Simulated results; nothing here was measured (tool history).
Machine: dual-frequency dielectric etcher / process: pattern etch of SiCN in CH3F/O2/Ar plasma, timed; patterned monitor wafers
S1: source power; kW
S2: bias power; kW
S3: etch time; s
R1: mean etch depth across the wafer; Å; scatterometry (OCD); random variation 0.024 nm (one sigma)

run	hour	S1	S2	S3	R1
1	0	0.34	0.072	41.5	155.44
2	4	0.39	0.072	41.5	167.23
3	5.5	0.37	0.07	41.5	159.87
4	13.7	0.37	0.081	41.5	172.14
5	16.5	0.35	0.078	41.5	163.88
6	22.5	0.35	0.078	41.5	164.14
7	26.1	0.33	0.075	41.5	155.38
8	28.4	0.32	0.073	41.5	150.73
9	29.2	0.32	0.073	41.5	151.65
10	36.8	0.31	0.071	41.5	146.46
11	44.2	0.31	0.071	41.5	146.84
12	48.2	0.3	0.07	41.5	142.36
# hour 54.8: bias power generator calibrated
13	54.8	0.29	0.069	41.5	135.96

Run 14 is up next; what results do you expect?
14	59.1	0.23	0.068	41.5	?

R1: 115.03 Å
